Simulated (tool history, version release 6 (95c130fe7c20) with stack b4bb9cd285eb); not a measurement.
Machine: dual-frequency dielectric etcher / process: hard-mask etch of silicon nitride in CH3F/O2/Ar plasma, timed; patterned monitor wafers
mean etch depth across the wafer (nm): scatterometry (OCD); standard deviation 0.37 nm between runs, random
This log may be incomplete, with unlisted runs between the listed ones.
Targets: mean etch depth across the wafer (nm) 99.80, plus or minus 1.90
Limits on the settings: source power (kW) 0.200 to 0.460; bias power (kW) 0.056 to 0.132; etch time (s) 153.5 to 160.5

| run | hour | source power (kW) | bias power (kW) | etch time (s) | mean etch depth across the wafer (nm) |
|---|---|---|---|---|---|
| 1 | 0.0 | 0.330 | 0.094 | 153.5 | 110.66 |
| 2 | 3.3 | 0.350 | 0.094 | 153.5 | 113.41 |
| 3 | 9.4 | 0.350 | 0.087 | 153.5 | 111.04 |
| 4 | 16.6 | 0.330 | 0.086 | 153.5 | 108.61 |
| 5 | 20.0 | 0.330 | 0.086 | 153.5 | 107.89 |
| 6 | 22.7 | 0.370 | 0.086 | 153.5 | 112.75 |
| 7 | 30.1 | 0.340 | 0.084 | 153.5 | 108.48 |
| 8 | 30.8 | 0.320 | 0.083 | 153.5 | 106.32 |
| 9 | 31.7 | 0.310 | 0.082 | 153.5 | 104.48 |

5 next moves are on the table. One of them brings every result within its allowed miss. Which?
| A | 32.6 | 0.300 | 0.097 | 159.5 | ? |
| B | 32.6 | 0.330 | 0.075 | 160.5 | ? |
| C | 32.6 | 0.310 | 0.086 | 153.5 | ? |
| D | 32.6 | 0.320 | 0.081 | 160.5 | ? |
| E | 32.6 | 0.280 | 0.070 | 158.5 | ? |

| move | mean etch depth across the wafer (nm) |
|---|---|
| A | 113.57 |
| B | 108.84 |
| C | 106.36 |
| D | 110.27 |
| E | 100.41 |
A: its largest miss is bigger than the last run's
B: its largest miss is bigger than the last run's
C: its largest miss is bigger than the last run's
D: its largest miss is bigger than the last run's
E: all results in spec
Go with E: it meets all targets.

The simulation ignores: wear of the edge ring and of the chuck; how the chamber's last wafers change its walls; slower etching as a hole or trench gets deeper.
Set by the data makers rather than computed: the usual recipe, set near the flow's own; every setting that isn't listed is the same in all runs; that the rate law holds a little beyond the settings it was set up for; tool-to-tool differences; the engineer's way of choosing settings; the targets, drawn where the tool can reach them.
